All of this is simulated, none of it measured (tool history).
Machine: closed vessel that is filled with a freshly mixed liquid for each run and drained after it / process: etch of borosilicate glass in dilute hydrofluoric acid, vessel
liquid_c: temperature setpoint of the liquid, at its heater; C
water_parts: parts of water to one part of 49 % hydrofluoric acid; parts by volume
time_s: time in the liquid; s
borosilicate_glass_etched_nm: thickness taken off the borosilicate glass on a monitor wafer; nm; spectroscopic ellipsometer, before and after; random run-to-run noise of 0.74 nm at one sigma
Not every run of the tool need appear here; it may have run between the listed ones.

| run | hour | liquid_c | water_parts | time_s | borosilicate_glass_etched_nm |
|---|---|---|---|---|---|
| 1 | 0.0 | 21.0 | 65 | 100 | 69.691 |
| 2 | 2.6 | 21.0 | 85 | 100 | 51.673 |
| 3 | 9.1 | 21.0 | 70 | 100 | 65.029 |
| 4 | 10.9 | 18.5 | 70 | 100 | 57.902 |
| 5 | 15.5 | 21.0 | 70 | 100 | 63.683 |
| 6 | 17.6 | 23.0 | 70 | 100 | 69.849 |

What will run 7 give?
| 7 | 21.9 | 24.5 | 70 | 100 | ? |

{"run 7": {"borosilicate_glass_etched_nm": 74.142}}

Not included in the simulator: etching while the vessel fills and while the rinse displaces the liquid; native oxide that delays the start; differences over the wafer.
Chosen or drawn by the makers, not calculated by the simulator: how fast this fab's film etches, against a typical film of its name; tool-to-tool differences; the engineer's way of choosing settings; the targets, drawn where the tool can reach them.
